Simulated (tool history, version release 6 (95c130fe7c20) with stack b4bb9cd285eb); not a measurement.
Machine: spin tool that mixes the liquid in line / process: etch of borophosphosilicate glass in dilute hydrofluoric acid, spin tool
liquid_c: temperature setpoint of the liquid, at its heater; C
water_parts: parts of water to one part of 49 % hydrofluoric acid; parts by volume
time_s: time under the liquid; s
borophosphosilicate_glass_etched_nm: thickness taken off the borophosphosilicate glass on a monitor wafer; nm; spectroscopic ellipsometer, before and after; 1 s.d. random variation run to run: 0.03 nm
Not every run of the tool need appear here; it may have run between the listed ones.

run	hour	liquid_c	water_parts	time_s	borophosphosilicate_glass_etched_nm
1	0.0	24.0	250	80	10.9350
2	1.4	23.5	255	80	10.4130
3	4.6	23.5	255	80	10.3310
4	6.6	23.0	255	80	10.3290
5	8.2	22.5	260	80	9.8054
6	14.8	22.0	260	80	9.5794
7	16.4	22.0	260	80	9.6926
8	19.3	21.5	265	80	9.2334
9	20.8	21.0	265	80	9.1144
10	22.5	20.5	265	80	8.9166
11	23.1	20.0	265	80	8.7561

Estimate the outcome of run 12 from the log above:
12	31.1	19.5	265	80	?

{"run 12": {"borophosphosilicate_glass_etched_nm": 8.6247}}
